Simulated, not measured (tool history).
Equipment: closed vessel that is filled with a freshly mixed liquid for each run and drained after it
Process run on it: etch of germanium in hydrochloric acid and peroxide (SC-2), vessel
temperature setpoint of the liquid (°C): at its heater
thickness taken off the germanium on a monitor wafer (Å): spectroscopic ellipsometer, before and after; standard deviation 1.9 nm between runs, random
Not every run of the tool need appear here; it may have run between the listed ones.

run,hour,temperature setpoint of the liquid (°C),parts of water to one part each of 37 % hydrochloric acid and 30 % peroxide (parts by volume),time in the liquid (s),thickness taken off the germanium on a monitor wafer (Å)
1,0,50,8.5,105,2740.7
2,6.9,48,8.5,105,2601.7
3,13.2,44.5,8.5,105,2270.8
4,22.4,44.5,8.5,110,2433.8
5,27.7,44.5,8.5,110,2425.4
6,31.7,50,8.5,110,2915.9

Predict the results of run 7:
7,40.5,47.5,8.5,110,?

Run 7 yielded thickness taken off the germanium on a monitor wafer (Å) 2680.
